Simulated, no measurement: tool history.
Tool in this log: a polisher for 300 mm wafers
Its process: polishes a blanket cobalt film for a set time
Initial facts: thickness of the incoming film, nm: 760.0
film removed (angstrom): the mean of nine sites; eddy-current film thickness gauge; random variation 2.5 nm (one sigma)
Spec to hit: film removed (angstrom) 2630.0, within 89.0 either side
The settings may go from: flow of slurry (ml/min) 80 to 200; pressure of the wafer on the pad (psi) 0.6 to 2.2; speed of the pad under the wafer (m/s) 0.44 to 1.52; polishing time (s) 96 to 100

| run | hour | flow of slurry (ml/min) | pressure of the wafer on the pad (psi) | speed of the pad under the wafer (m/s) | polishing time (s) | film removed (angstrom) |
|---|---|---|---|---|---|---|
| 1 | 0.0 | 130 | 1.4 | 0.98 | 96 | 2850.0 |
| 2 | 3.0 | 125 | 1.4 | 0.98 | 96 | 2827.6 |
| 3 | 11.4 | 125 | 1.4 | 0.88 | 96 | 2519.5 |
| 4 | 12.9 | 125 | 1.4 | 1.02 | 96 | 2947.3 |
| 5 | 18.3 | 120 | 1.4 | 1.02 | 96 | 2884.7 |
| 6 | 23.3 | 115 | 1.4 | 1.02 | 96 | 2850.8 |
| 7 | 29.7 | 110 | 1.4 | 1.02 | 96 | 2788.5 |
| 8 | 31.9 | 105 | 1.4 | 1.02 | 96 | 2837.0 |

Below are 5 possible settings for the next run. Only one of them brings all results inside the allowed miss of their targets. Which is it?
| A | 34.1 | 80 | 1.4 | 1.22 | 99 | ? |
| B | 34.1 | 145 | 1.4 | 0.90 | 96 | ? |
| C | 34.1 | 95 | 1.5 | 1.04 | 97 | ? |
| D | 34.1 | 140 | 1.4 | 0.94 | 98 | ? |
| E | 34.1 | 125 | 1.3 | 1.04 | 97 | ? |

| move | film removed (angstrom) |
|---|---|
| A | 3127.5 |
| B | 2647.3 |
| C | 2970.4 |
| D | 2799.5 |
| E | 2777.6 |
A: the biggest miss grows against the last run
B: each result inside its tolerance
C: the biggest miss grows against the last run
D: nearer than the last run, and not there yet
E: nearer than the last run, and not there yet
So the answer is move B, the one that meets all the targets.

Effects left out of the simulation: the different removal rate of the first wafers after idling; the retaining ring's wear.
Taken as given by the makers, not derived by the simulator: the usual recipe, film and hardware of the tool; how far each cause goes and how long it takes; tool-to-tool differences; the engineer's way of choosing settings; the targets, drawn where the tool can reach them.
